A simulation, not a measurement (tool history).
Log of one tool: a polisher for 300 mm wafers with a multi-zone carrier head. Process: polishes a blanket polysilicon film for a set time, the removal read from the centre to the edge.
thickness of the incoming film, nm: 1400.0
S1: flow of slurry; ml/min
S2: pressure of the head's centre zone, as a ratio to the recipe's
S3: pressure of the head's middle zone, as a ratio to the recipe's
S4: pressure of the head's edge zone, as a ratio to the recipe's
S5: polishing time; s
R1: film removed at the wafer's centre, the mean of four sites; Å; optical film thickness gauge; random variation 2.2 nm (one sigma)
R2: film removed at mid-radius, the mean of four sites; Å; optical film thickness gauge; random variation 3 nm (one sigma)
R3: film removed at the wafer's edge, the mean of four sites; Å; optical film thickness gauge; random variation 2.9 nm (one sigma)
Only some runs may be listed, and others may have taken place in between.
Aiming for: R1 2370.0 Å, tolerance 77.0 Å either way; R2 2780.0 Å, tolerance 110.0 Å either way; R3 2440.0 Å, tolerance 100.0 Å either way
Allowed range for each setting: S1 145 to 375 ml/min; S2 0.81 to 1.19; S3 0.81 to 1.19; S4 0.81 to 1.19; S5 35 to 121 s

run,day,S1,S2,S3,S4,S5,R1,R2,R3
1,0.000,240,1.00,1.00,1.00,78,3687.8,3618.7,3648.1
2,0.025,240,1.00,1.04,1.00,78,3666.2,3751.4,3622.5
3,0.158,295,1.00,1.04,1.00,78,3792.7,3812.7,3629.5
4,0.258,245,1.00,1.04,1.00,78,3731.3,3758.0,3593.6
5,0.567,245,0.96,1.05,0.97,69,3138.1,3351.1,3150.7
6,0.879,245,0.96,1.05,0.97,56,2525.3,2737.2,2575.7
# day 0.967: worn pad replaced by a new one
7,0.967,245,0.95,1.06,0.95,55,2595.6,2911.5,2645.7
8,1.075,225,0.94,1.10,0.96,46,2139.7,2430.5,2186.2
9,1.225,255,0.93,1.09,0.94,47,2207.3,2517.7,2270.7
10,1.371,260,0.92,1.09,0.92,49,2308.2,2632.2,2311.3

Of the 4 settings listed for the next run, only one would bring every result within its allowed miss of target. Which one?
A,1.517,265,0.95,0.96,1.07,54,?,?,?
B,1.517,150,0.92,1.08,0.83,57,?,?,?
C,1.517,320,0.93,1.14,0.81,53,?,?,?
D,1.517,215,0.99,1.12,0.92,53,?,?,?

move,R1,R2,R3
A,2616.1,2596.0,2763.5
B,2401.9,2750.2,2407.9
C,2572.8,3010.0,2412.8
D,2597.5,2823.8,2464.3
A: its largest miss is bigger than the last run's
B: in spec on every target
C: pushes the last run's worst result past its target
D: puts the biggest miss on target and leaves a different result outside tolerance
Answer: B
